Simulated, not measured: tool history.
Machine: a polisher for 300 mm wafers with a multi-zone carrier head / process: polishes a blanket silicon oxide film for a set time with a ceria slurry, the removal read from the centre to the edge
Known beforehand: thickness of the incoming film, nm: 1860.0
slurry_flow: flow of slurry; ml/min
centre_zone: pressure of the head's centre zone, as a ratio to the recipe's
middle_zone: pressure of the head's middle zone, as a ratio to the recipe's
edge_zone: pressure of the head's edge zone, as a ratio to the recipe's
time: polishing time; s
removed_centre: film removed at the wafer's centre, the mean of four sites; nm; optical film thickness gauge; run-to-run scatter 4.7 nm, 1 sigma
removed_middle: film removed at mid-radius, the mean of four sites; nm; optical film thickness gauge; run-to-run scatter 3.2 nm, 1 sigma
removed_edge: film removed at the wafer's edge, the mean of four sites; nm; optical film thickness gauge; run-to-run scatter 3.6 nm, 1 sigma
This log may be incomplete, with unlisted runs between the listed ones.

run	day	slurry_flow	centre_zone	middle_zone	edge_zone	time	removed_centre	removed_middle	removed_edge
1	0.000	245	1.00	1.00	1.00	72	268.74	267.10	261.51
2	0.308	245	0.99	0.99	1.02	74	264.15	271.96	276.88
3	0.583	305	0.99	0.99	1.02	74	286.49	276.05	284.06
4	0.638	310	0.99	0.99	1.04	75	284.16	279.57	283.85
5	0.721	365	0.99	0.99	1.04	75	288.93	290.64	288.43
6	1.092	365	1.03	0.99	1.04	75	302.19	284.62	283.63
7	1.312	360	1.02	0.98	1.05	77	307.18	294.94	304.05
8	1.483	360	1.02	0.98	1.06	78	314.33	296.54	304.41
9	1.588	360	1.01	0.97	1.07	79	314.14	298.09	307.91
10	1.804	355	1.00	0.96	1.08	81	315.72	301.95	318.57
11	1.954	350	0.99	0.95	1.09	82	312.69	307.08	321.29
12	2.125	345	0.99	0.94	1.10	83	318.50	306.52	327.71

For run 13, what comes out?
13	2.229	340	0.98	0.93	1.11	84	?	?	?

Run 13 produced removed_centre 317.44 nm, removed_middle 301.72 nm, removed_edge 334.67 nm.
